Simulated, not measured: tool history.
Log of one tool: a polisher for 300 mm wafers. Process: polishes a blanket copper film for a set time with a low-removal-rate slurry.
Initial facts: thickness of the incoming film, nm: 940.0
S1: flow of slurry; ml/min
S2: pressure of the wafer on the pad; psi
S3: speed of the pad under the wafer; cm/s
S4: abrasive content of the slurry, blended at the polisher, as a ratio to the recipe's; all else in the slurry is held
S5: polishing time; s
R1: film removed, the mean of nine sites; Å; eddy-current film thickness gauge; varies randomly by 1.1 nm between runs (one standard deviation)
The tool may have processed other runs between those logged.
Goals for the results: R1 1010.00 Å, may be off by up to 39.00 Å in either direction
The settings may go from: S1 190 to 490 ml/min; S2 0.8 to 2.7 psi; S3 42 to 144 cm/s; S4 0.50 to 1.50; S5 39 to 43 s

run	hour	S1	S2	S3	S4	S5	R1
1	0.0	315	1.7	92	1.00	43	623.93
2	3.6	315	1.7	92	1.00	43	616.07
3	9.6	315	1.7	92	1.20	43	634.48
4	15.8	315	1.8	92	1.20	43	655.85
5	22.4	315	1.9	92	1.20	43	686.47
6	24.3	315	1.9	102	1.20	43	750.14
7	26.2	315	2.0	102	1.20	43	778.03
8	31.9	315	2.1	102	1.20	43	814.52
9	38.2	315	2.2	102	1.20	43	841.80
10	44.9	315	2.3	102	1.20	43	871.58
11	49.0	315	2.4	102	1.20	43	895.78

Which single option among these 4 for the next run brings every result within its allowed miss of target? Just one does.
A	53.1	455	2.7	110	1.40	43	?
B	53.1	360	2.6	116	1.35	43	?
C	53.1	335	2.7	122	1.15	43	?
D	53.1	300	2.7	120	1.15	40	?

move	R1
A	1086.80
B	1075.10
C	1112.40
D	1012.70
A: carries the result that was furthest off beyond its target, to the other side
B: carries the result that was furthest off beyond its target, to the other side
C: carries the result that was furthest off beyond its target, to the other side
D: all results in spec
Move D is the one to make.
